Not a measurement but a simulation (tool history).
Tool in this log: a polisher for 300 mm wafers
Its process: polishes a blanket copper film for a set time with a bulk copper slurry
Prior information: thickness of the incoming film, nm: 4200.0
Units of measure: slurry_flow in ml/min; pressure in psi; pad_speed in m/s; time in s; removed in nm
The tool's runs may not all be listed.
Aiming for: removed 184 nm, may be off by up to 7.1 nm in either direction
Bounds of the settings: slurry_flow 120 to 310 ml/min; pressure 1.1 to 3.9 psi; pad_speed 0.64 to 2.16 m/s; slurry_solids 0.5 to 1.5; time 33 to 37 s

Run 1, hour 0: slurry_flow 200 ml/min, pressure 2.5 psi, pad_speed 1.4 m/s, slurry_solids 1, time 37 s. Result: removed 399.17 nm.
Run 2, hour 6.7: slurry_flow 200 ml/min, pressure 2.8 psi, pad_speed 1.4 m/s, slurry_solids 1, time 37 s. Result: removed 438.08 nm.
Run 3, hour 7.8: slurry_flow 220 ml/min, pressure 2.8 psi, pad_speed 1.4 m/s, slurry_solids 1, time 37 s. Result: removed 443.6 nm.
Run 4, hour 15.2: slurry_flow 220 ml/min, pressure 2.8 psi, pad_speed 1.4 m/s, slurry_solids 0.85, time 37 s. Result: removed 423.86 nm.
Run 5, hour 20.4: slurry_flow 220 ml/min, pressure 2.2 psi, pad_speed 1.4 m/s, slurry_solids 0.85, time 37 s. Result: removed 357.97 nm.
Run 6, hour 29.2: slurry_flow 220 ml/min, pressure 1.8 psi, pad_speed 1.26 m/s, slurry_solids 0.85, time 37 s. Result: removed 277.59 nm.
Run 7, hour 37.7: slurry_flow 220 ml/min, pressure 1.6 psi, pad_speed 1.18 m/s, slurry_solids 0.85, time 37 s. Result: removed 243.21 nm.
Run 8, hour 42.6: slurry_flow 220 ml/min, pressure 1.4 psi, pad_speed 1.14 m/s, slurry_solids 0.85, time 37 s. Result: removed 216.24 nm.
Run 9, hour 47.7: slurry_flow 215 ml/min, pressure 1.3 psi, pad_speed 1.12 m/s, slurry_solids 0.85, time 37 s. Result: removed 208.46 nm.
Run 10, hour 52.9: slurry_flow 215 ml/min, pressure 1.2 psi, pad_speed 1.1 m/s, slurry_solids 0.85, time 37 s. Result: removed 189.85 nm.

Next run, 5 choices. One meets every target within its allowed miss, the rest don't. Which?
Run A, hour 58.1: slurry_flow 205 ml/min, pressure 1.6 psi, pad_speed 1.1 m/s, slurry_solids 0.75, time 33 s. Result: removed ?.
Run B, hour 58.1: slurry_flow 195 ml/min, pressure 1.6 psi, pad_speed 1 m/s, slurry_solids 0.8, time 33 s. Result: removed ?.
Run C, hour 58.1: slurry_flow 200 ml/min, pressure 1.1 psi, pad_speed 1.22 m/s, slurry_solids 0.85, time 37 s. Result: removed ?.
Run D, hour 58.1: slurry_flow 225 ml/min, pressure 1.3 psi, pad_speed 1.1 m/s, slurry_solids 0.9, time 36 s. Result: removed ?.
Run E, hour 58.1: slurry_flow 220 ml/min, pressure 1.5 psi, pad_speed 1 m/s, slurry_solids 0.9, time 36 s. Result: removed ?.

move  removed
   A   195.44
   B   179.86
   C   197.98
   D   195.94
   E   194.76
A: the biggest miss grows against the last run
B: meets every target
C: the biggest miss grows against the last run
D: the biggest miss grows against the last run
E: the biggest miss grows against the last run
B is the move that brings every result within its allowed miss.
